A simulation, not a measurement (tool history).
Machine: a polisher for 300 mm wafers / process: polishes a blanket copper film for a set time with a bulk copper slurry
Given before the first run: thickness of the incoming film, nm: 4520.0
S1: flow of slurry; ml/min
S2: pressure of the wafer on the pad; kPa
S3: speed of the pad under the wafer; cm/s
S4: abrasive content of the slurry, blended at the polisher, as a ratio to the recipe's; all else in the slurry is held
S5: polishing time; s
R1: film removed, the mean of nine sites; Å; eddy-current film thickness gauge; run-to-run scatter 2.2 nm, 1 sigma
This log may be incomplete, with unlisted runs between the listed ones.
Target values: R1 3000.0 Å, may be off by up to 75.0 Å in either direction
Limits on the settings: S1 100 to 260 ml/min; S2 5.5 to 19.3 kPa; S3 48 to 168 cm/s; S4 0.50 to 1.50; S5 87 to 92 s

Run 1, day 0.000: S1 165 ml/min, S2 12.4 kPa, S3 108 cm/s, S4 1.00, S5 87 s. Result: R1 5792.3 Å.
Run 2, day 0.100: S1 165 ml/min, S2 12.4 kPa, S3 108 cm/s, S4 1.15, S5 87 s. Result: R1 6010.5 Å.
Run 3, day 0.121: S1 195 ml/min, S2 12.4 kPa, S3 108 cm/s, S4 1.15, S5 87 s. Result: R1 6150.8 Å.
Run 4, day 0.208: S1 190 ml/min, S2 11.7 kPa, S3 106 cm/s, S4 1.15, S5 87 s. Result: R1 5764.6 Å.
Run 5, day 0.500: S1 190 ml/min, S2 11.7 kPa, S3 106 cm/s, S4 1.00, S5 87 s. Result: R1 5541.9 Å.
Run 6, day 0.654: S1 190 ml/min, S2 11.7 kPa, S3 106 cm/s, S4 0.90, S5 87 s. Result: R1 5374.6 Å.
Run 7, day 0.971: S1 185 ml/min, S2 11.0 kPa, S3 106 cm/s, S4 0.90, S5 87 s. Result: R1 5136.3 Å.
Run 8, day 1.100: S1 180 ml/min, S2 10.3 kPa, S3 104 cm/s, S4 0.90, S5 87 s. Result: R1 4689.4 Å.

Which one of the following 5 next-run settings gets every result inside its allowed miss? There is exactly one.
Run A, day 1.229: S1 175 ml/min, S2 7.6 kPa, S3 84 cm/s, S4 0.95, S5 87 s. Result: R1 ?.
Run B, day 1.229: S1 160 ml/min, S2 6.9 kPa, S3 72 cm/s, S4 1.05, S5 87 s. Result: R1 ?.
Run C, day 1.229: S1 175 ml/min, S2 8.3 kPa, S3 110 cm/s, S4 0.85, S5 87 s. Result: R1 ?.
Run D, day 1.229: S1 200 ml/min, S2 9.0 kPa, S3 78 cm/s, S4 1.15, S5 87 s. Result: R1 ?.
Run E, day 1.229: S1 180 ml/min, S2 6.9 kPa, S3 98 cm/s, S4 0.95, S5 87 s. Result: R1 ?.

move      R1
   A  2867.3
   B  2281.5
   C  3939.8
   D  3336.0
   E  3051.4
A: pushes the last run's worst result past its target
B: pushes the last run's worst result past its target
C: nearer the targets than the last run, but a result is still out of spec
D: nearer the targets than the last run, but a result is still out of spec
E: every result within its allowed miss
E meets every target.
